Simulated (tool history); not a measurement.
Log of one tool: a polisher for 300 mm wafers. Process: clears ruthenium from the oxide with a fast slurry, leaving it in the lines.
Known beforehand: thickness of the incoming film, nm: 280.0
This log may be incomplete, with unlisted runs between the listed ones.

run	hour	flow of slurry (ml/min)	pressure of the wafer on the pad (psi)	speed of the pad under the wafer (cm/s)	abrasive content of the slurry	overpolish time after the end point (s)	time until the end point was called (s)	dishing of a wide line in a test structure (nm)
1	0.0	155	1.7	104	1.0	12	107.12	32.537
2	3.0	150	1.6	104	1.0	13	115.44	33.401
3	9.1	145	1.5	104	1.0	14	119.38	33.824
4	9.8	180	1.5	104	1.0	14	117.53	34.672
5	11.0	180	1.4	104	1.0	15	119.86	35.914
6	11.7	180	1.4	82	1.0	15	151.92	29.886
7	19.0	180	1.4	82	1.0	16	153.27	29.965
8	26.9	180	1.4	82	1.0	16	153.78	30.627
9	31.0	180	1.4	82	1.0	17	156.15	33.242
10	39.5	180	1.4	82	1.0	17	154.25	31.393

Forecast run 11:
11	47.0	180	1.4	82	1.0	18	?	?

{"run 11": {"time until the end point was called (s)": 151.18, "dishing of a wide line in a test structure (nm)": 34.623}}

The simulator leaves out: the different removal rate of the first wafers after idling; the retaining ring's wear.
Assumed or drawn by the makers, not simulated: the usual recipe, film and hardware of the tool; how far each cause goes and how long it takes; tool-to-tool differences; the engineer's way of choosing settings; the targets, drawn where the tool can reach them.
